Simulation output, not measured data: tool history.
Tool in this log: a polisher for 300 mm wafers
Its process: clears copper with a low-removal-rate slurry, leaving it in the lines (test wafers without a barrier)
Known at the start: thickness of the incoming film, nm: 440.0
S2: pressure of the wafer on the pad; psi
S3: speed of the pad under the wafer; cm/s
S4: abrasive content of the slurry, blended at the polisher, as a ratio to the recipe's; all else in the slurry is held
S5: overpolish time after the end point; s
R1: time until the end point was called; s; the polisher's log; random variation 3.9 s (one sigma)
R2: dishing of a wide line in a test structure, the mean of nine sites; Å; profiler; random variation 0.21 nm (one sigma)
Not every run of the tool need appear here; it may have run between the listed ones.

{"run": 1, "hour": 0.0, "flow of slurry (ml/min)": 305, "S2": 3.2, "S3": 100, "S4": 1, "S5": 13, "R1": 145.43, "R2": 239.52}
{"run": 2, "hour": 7.6, "flow of slurry (ml/min)": 305, "S2": 2.6, "S3": 92, "S4": 1, "S5": 15, "R1": 180.38, "R2": 219.94}
{"run": 3, "hour": 15.0, "flow of slurry (ml/min)": 300, "S2": 2.2, "S3": 82, "S4": 1, "S5": 17, "R1": 221.5, "R2": 202.98}
{"run": 4, "hour": 22.4, "flow of slurry (ml/min)": 300, "S2": 2.2, "S3": 66, "S4": 1, "S5": 17, "R1": 280.02, "R2": 162.84}
{"run": 5, "hour": 24.9, "flow of slurry (ml/min)": 300, "S2": 2.2, "S3": 88, "S4": 1, "S5": 17, "R1": 211.54, "R2": 215.71}
{"run": 6, "hour": 29.9, "flow of slurry (ml/min)": 295, "S2": 1.9, "S3": 82, "S4": 1, "S5": 18, "R1": 249.36, "R2": 196.97}
{"run": 7, "hour": 33.8, "flow of slurry (ml/min)": 290, "S2": 1.7, "S3": 78, "S4": 1, "S5": 18, "R1": 282.09, "R2": 171.49}

What will run 8 give?
{"run": 8, "hour": 35.2, "flow of slurry (ml/min)": 275, "S2": 1.6, "S3": 76, "S4": 1, "S5": 19, "R1": "?", "R2": "?"}

Run 8 produced R1 298.86 s, R2 176.62 Å.

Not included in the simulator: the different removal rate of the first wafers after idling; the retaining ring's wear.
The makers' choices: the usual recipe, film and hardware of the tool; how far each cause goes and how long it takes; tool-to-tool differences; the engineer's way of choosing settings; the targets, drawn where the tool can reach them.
